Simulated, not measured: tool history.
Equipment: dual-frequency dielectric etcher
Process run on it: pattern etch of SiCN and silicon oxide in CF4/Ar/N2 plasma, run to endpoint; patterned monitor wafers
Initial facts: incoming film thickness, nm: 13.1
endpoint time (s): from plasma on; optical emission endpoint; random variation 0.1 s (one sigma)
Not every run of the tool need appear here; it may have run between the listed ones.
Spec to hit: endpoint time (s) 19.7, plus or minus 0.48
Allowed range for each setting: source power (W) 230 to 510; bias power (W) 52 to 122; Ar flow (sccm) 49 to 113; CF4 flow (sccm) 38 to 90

run	hour	source power (W)	bias power (W)	Ar flow (sccm)	CF4 flow (sccm)	endpoint time (s)
1	0	370	87	81	64	15.075
2	5.1	370	87	89	64	15.27
3	14.1	350	86	89	64	16.037
4	19.8	390	86	89	64	14.575
5	21.8	370	85	89	64	15.513
6	27.1	370	78	89	64	16.173
7	31	360	78	89	64	16.498
8	34.1	360	78	89	64	16.438

Exactly one of the 5 candidate moves below puts every result within its allowed miss. Which one?
A	37.2	420	99	103	75	?
B	37.2	440	79	80	62	?
C	37.2	340	52	82	50	?
D	37.2	300	77	102	63	?
E	37.2	280	72	93	58	?

move	endpoint time (s)
A	12.851
B	13.816
C	22.384
D	19.476
E	21.299
A: the biggest miss grows against the last run
B: the biggest miss grows against the last run
C: takes the biggest miss from the last run beyond its target
D: meets every target
E: takes the biggest miss from the last run beyond its target
Answer: D
